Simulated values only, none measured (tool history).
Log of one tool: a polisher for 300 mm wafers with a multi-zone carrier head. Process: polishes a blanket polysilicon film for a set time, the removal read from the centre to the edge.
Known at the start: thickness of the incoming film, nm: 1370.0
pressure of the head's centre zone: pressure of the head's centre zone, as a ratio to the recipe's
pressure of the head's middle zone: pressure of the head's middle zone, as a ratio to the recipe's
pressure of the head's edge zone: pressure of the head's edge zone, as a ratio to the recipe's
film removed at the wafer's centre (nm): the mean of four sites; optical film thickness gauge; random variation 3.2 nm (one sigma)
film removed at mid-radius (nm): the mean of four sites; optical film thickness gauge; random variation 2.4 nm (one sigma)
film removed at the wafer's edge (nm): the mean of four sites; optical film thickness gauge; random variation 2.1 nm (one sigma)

| run | hour | flow of slurry (ml/min) | pressure of the head's centre zone | pressure of the head's middle zone | pressure of the head's edge zone | polishing time (s) | film removed at the wafer's centre (nm) | film removed at mid-radius (nm) | film removed at the wafer's edge (nm) |
|---|---|---|---|---|---|---|---|---|---|
| 1 | 0 | 265 | 1 | 1 | 1 | 47 | 431.7 | 436.83 | 436.55 |
| 2 | 2 | 260 | 0.98 | 0.99 | 0.95 | 42 | 375.6 | 392.55 | 376.45 |
| 3 | 4.2 | 295 | 0.98 | 0.99 | 0.95 | 42 | 384.81 | 391.36 | 377.9 |
| 4 | 11 | 295 | 1.04 | 0.99 | 0.95 | 42 | 409.5 | 393.69 | 382.97 |
| 5 | 13.4 | 290 | 0.99 | 0.97 | 0.92 | 39 | 354.81 | 357.57 | 350.78 |
| 6 | 21.4 | 290 | 0.99 | 0.97 | 0.92 | 35 | 315.2 | 323.76 | 314.6 |
| 7 | 22.1 | 280 | 0.98 | 0.96 | 0.89 | 35 | 314.79 | 318.22 | 307.53 |
| 8 | 30.7 | 265 | 0.96 | 0.96 | 0.87 | 35 | 310.6 | 315.6 | 305.69 |
| 9 | 35.1 | 260 | 0.94 | 0.96 | 0.85 | 35 | 296.99 | 310.82 | 299.54 |
| 10 | 41 | 255 | 0.94 | 0.96 | 0.84 | 35 | 301.56 | 311.91 | 299.32 |

Run 11 comes next. What will it give?
| 11 | 48.2 | 250 | 0.93 | 0.96 | 0.83 | 35 | ? | ? | ? |

film removed at the wafer's centre (nm): 297.23
film removed at mid-radius (nm): 313.05
film removed at the wafer's edge (nm): 295.02
